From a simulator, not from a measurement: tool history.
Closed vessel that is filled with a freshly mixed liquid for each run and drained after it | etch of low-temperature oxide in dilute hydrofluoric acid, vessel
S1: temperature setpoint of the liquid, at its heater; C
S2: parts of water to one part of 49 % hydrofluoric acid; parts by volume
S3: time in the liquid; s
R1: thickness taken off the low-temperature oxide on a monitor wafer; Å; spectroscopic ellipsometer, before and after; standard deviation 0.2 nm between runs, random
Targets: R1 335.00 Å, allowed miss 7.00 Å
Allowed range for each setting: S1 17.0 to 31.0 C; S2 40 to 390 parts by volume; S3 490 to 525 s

run 1 hour=0.0 | S1=23.0 S2=215 S3=490 | R1=395.69
run 2 hour=5.0 | S1=20.0 S2=215 S3=490 | R1=355.26
run 3 hour=5.5 | S1=22.5 S2=215 S3=490 | R1=390.30
run 4 hour=12.8 | S1=24.0 S2=215 S3=490 | R1=412.91
run 5 hour=15.5 | S1=24.0 S2=215 S3=490 | R1=413.28
run 6 hour=22.1 | S1=25.5 S2=215 S3=490 | R1=436.86
run 7 hour=25.3 | S1=21.5 S2=220 S3=490 | R1=363.99
run 8 hour=32.9 | S1=21.0 S2=220 S3=490 | R1=362.06
run 9 hour=36.6 | S1=20.5 S2=220 S3=490 | R1=356.59

Consider the 4 candidate settings below. Which is the only one whose results all fall within their allowed miss of target?
run A hour=40.3 | S1=20.0 S2=225 S3=490 | R1=?
run B hour=40.3 | S1=19.5 S2=215 S3=495 | R1=?
run C hour=40.3 | S1=19.5 S2=195 S3=490 | R1=?
run D hour=40.3 | S1=20.0 S2=230 S3=520 | R1=?

move=A R1=338.13
move=B R1=354.06
move=C R1=393.96
move=D R1=349.36
A: all results in spec
B: an improvement on the last run, though not all results are within tolerance
C: further off than the last run
D: an improvement on the last run, though not all results are within tolerance
Go with A: it meets all targets.

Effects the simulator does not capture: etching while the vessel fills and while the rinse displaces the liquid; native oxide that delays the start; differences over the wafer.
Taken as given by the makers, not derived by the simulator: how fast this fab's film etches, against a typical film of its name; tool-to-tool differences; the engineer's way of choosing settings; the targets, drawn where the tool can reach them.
